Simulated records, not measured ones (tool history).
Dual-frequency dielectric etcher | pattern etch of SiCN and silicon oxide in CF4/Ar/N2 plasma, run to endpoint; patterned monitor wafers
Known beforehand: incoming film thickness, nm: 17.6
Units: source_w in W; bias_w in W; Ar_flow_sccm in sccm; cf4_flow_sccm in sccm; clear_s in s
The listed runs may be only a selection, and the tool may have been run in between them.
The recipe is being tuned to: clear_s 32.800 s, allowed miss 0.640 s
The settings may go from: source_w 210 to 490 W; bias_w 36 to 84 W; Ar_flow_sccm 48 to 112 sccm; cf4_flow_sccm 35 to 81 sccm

run    day  source_w  bias_w  Ar_flow_sccm  cf4_flow_sccm  clear_s
  1  0.000       350      60            80             58   26.044
  2  0.333       350      53            80             58   27.323
  3  0.388       350      53            80             63   26.826
  4  0.438       350      53            80             72   26.442
  5  0.796       310      53            80             72   29.251
  6  0.904       310      53            80             77   28.825
  7  1.108       290      53            80             77   30.604
  8  1.188       290      53            80             77   30.506
  9  1.221       280      53            80             77   31.489

Which of these 5 next moves meets every target?
  A  1.254       300      49            80             80        ?
  B  1.254       270      47            79             74        ?
  C  1.254       270      57            74             81        ?
  D  1.254       310      47            75             78        ?
  E  1.254       260      57            84             74        ?

move  clear_s
   A   30.315
   B   33.968
   C   30.725
   D   29.851
   E   32.603
A: lands further from the targets than the last run did
B: pushes the last run's worst result past its target
C: lands further from the targets than the last run did
D: lands further from the targets than the last run did
E: all results land within tolerance of their targets
The move that meets every target is E.
